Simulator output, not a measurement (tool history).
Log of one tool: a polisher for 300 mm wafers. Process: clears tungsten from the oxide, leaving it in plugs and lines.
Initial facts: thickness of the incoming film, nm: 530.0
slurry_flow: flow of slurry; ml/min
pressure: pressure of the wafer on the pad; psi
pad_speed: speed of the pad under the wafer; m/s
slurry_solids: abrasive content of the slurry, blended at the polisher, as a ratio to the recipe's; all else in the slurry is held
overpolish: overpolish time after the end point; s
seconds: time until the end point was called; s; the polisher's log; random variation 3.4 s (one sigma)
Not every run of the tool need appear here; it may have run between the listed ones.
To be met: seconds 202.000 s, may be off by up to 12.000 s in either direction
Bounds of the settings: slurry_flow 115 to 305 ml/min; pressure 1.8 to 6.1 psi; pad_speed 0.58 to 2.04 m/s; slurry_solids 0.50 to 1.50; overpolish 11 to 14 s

run	hour	slurry_flow	pressure	pad_speed	slurry_solids	overpolish	seconds
1	0.0	195	3.9	1.30	1.00	14	87.194
2	8.9	195	3.9	1.02	1.00	14	110.280
3	12.7	195	3.2	0.98	1.00	14	135.890
4	17.2	195	2.8	0.96	1.00	14	164.900
5	25.8	195	2.6	0.96	1.00	14	169.420
6	26.3	195	2.6	0.96	1.00	14	175.320
7	28.7	195	2.5	0.96	1.00	14	183.860
8	33.9	195	2.4	0.96	1.00	14	184.460

Exactly one of the 4 candidate moves below puts every result within its allowed miss. Which one?
A	39.1	220	2.8	0.86	1.00	11	?
B	39.1	225	2.5	0.82	1.15	14	?
C	39.1	230	1.9	1.24	1.05	14	?
D	39.1	285	2.4	1.02	1.05	14	?

move	seconds
A	174.460
B	197.060
C	174.760
D	166.000
A: misses by more than the last run did
B: all results land within tolerance of their targets
C: misses by more than the last run did
D: misses by more than the last run did
B is the move that brings every result within its allowed miss.
